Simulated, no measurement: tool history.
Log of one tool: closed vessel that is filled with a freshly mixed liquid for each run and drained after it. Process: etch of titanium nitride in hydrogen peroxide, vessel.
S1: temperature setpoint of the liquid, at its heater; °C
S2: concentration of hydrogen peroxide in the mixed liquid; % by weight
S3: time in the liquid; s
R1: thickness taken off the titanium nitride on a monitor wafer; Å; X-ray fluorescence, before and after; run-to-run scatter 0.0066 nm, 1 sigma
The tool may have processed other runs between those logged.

run 1 hour=0 | S1=51 S2=20 S3=40 | R1=23.32
run 2 hour=7.4 | S1=54.5 S2=20 S3=40 | R1=29.911
run 3 hour=10.5 | S1=54.5 S2=20 S3=40 | R1=29.971
run 4 hour=15.2 | S1=54.5 S2=20 S3=40 | R1=30.245
run 5 hour=22.7 | S1=54.5 S2=21.5 S3=40 | R1=30.174
run 6 hour=24.3 | S1=53.5 S2=21.5 S3=40 | R1=28.387
run 7 hour=29.2 | S1=52.5 S2=21.5 S3=40 | R1=26.539

Forecast run 8:
run 8 hour=37.2 | S1=45 S2=21.5 S3=40 | R1=?

R1: 15.288 Å

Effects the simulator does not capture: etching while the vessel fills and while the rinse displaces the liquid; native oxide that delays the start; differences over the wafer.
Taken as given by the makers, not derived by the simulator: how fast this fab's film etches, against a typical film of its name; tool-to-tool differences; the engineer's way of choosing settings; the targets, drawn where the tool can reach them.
